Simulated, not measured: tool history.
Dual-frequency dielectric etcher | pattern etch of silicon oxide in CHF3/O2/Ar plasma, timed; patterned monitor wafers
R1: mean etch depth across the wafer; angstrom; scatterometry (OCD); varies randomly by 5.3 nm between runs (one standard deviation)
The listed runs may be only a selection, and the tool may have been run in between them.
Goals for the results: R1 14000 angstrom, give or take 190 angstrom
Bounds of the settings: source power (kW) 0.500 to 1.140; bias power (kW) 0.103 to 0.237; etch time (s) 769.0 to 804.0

{"run": 1, "hour": 0.0, "source power (kW)": 0.82, "bias power (kW)": 0.17, "etch time (s)": 769.0, "R1": 16076}
{"run": 2, "hour": 3.8, "source power (kW)": 0.79, "bias power (kW)": 0.169, "etch time (s)": 769.0, "R1": 15662}
{"run": 3, "hour": 12.0, "source power (kW)": 0.79, "bias power (kW)": 0.198, "etch time (s)": 769.0, "R1": 16593}
{"run": 4, "hour": 12.9, "source power (kW)": 0.76, "bias power (kW)": 0.196, "etch time (s)": 769.0, "R1": 16096}
{"run": 5, "hour": 18.9, "source power (kW)": 0.67, "bias power (kW)": 0.196, "etch time (s)": 769.0, "R1": 14861}
{"run": 6, "hour": 24.7, "source power (kW)": 0.66, "bias power (kW)": 0.196, "etch time (s)": 769.0, "R1": 14654}
{"run": 7, "hour": 25.7, "source power (kW)": 0.65, "bias power (kW)": 0.196, "etch time (s)": 769.0, "R1": 14588}
{"run": 8, "hour": 28.2, "source power (kW)": 0.64, "bias power (kW)": 0.196, "etch time (s)": 769.0, "R1": 14387}

Below are 4 possible settings for the next run. Only one of them brings all results inside the allowed miss of their targets. Which is it?
{"run": "A", "hour": 30.7, "source power (kW)": 0.67, "bias power (kW)": 0.186, "etch time (s)": 782.5, "R1": "?"}
{"run": "B", "hour": 30.7, "source power (kW)": 0.68, "bias power (kW)": 0.17, "etch time (s)": 793.0, "R1": "?"}
{"run": "C", "hour": 30.7, "source power (kW)": 0.63, "bias power (kW)": 0.199, "etch time (s)": 793.5, "R1": "?"}
{"run": "D", "hour": 30.7, "source power (kW)": 0.57, "bias power (kW)": 0.206, "etch time (s)": 794.5, "R1": "?"}

move=A R1=14923
move=B R1=14774
move=C R1=14869
move=D R1=13999
A: misses by more than the last run did
B: misses by more than the last run did
C: misses by more than the last run did
D: all results in spec
Go with D: it meets all targets.
